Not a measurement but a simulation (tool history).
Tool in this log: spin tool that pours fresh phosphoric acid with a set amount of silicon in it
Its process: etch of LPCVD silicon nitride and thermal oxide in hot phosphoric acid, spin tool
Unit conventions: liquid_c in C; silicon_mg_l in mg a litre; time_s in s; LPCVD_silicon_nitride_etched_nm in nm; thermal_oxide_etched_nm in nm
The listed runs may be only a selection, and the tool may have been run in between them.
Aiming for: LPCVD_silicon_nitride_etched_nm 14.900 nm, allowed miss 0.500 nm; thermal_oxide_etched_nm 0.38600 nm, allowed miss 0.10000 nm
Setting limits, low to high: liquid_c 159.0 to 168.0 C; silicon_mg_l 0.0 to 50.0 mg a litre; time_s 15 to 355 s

run,hour,liquid_c,silicon_mg_l,time_s,LPCVD_silicon_nitride_etched_nm,thermal_oxide_etched_nm
1,0.0,164.0,25.5,180,18.573,0.28458
2,7.1,164.0,14.0,180,18.184,0.43283
3,9.5,163.0,12.5,175,16.922,0.39987
4,16.8,162.5,11.0,175,16.947,0.44990
5,21.5,162.5,24.0,175,16.850,0.26890
6,23.8,162.0,20.0,175,16.459,0.31313
7,26.5,161.5,17.5,175,16.241,0.30651
8,34.0,161.0,14.5,175,15.853,0.33342
9,39.9,160.5,12.5,175,16.029,0.35408

5 candidate next runs follow, results not yet known. Just one meets every target within its allowed miss. Identify it.
A,45.8,159.0,35.0,195,?,?
B,45.8,160.0,3.5,170,?,?
C,45.8,160.5,10.0,180,?,?
D,45.8,160.0,10.5,185,?,?
E,45.8,161.5,24.0,195,?,?

move,LPCVD_silicon_nitride_etched_nm,thermal_oxide_etched_nm
A,16.414,0.15817
B,14.800,0.38244
C,15.935,0.36717
D,16.106,0.35962
E,17.850,0.29499
A: lands further from the targets than the last run did
B: all results land within tolerance of their targets
C: moves toward the targets from the last run without getting all of them in spec
D: lands further from the targets than the last run did
E: lands further from the targets than the last run did
Go with B: it meets all targets.

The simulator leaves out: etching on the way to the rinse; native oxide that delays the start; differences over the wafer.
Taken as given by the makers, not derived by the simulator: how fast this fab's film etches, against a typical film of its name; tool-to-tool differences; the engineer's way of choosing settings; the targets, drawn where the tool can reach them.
